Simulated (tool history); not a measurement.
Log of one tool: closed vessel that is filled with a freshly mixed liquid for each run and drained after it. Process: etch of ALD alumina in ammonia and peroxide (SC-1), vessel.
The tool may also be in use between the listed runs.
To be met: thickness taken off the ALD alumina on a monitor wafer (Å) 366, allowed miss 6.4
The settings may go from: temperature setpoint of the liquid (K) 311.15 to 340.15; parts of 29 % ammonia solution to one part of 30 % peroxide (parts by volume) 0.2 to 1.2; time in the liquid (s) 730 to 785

run    day  temperature setpoint of the liquid (K)  parts of 29 % ammonia solution to one part of 30 % peroxide (parts by volume)  time in the liquid (s)  thickness taken off the ALD alumina on a monitor wafer (Å)
  1      0                                  324.15                                                                            0.7                     730                                                      294.43
  2   0.05                                  318.15                                                                            0.7                     730                                                      212.06
  3  0.433                                  320.15                                                                            0.7                     730                                                       236.9
  4  0.575                                  320.15                                                                            0.7                     785                                                      257.46
  5  0.942                                  320.15                                                                           0.85                     785                                                       262.6
  6  1.083                                  321.65                                                                           0.85                     785                                                         283
  7  1.296                                  322.65                                                                           0.85                     785                                                      298.49
  8   1.55                                  323.65                                                                           0.85                     785                                                      317.34

5 next moves are on the table. One of them brings every result within its allowed miss. Which?
  A  1.804                                  327.15                                                                            0.8                     785                                                           ?
  B  1.804                                  327.65                                                                           0.85                     775                                                           ?
  C  1.804                                  326.65                                                                           1.15                     755                                                           ?
  D  1.804                                  326.65                                                                           0.85                     745                                                           ?
  E  1.804                                  327.15                                                                            0.9                     785                                                           ?

move  thickness taken off the ALD alumina on a monitor wafer (Å)
   A                                                      380.31
   B                                                      387.85
   C                                                       368.6
   D                                                      353.42
   E                                                      384.58
A: takes the result that was furthest off past its target
B: takes the result that was furthest off past its target
C: meets every target
D: nearer than the last run, and not there yet
E: takes the result that was furthest off past its target
Move C is the one to make.

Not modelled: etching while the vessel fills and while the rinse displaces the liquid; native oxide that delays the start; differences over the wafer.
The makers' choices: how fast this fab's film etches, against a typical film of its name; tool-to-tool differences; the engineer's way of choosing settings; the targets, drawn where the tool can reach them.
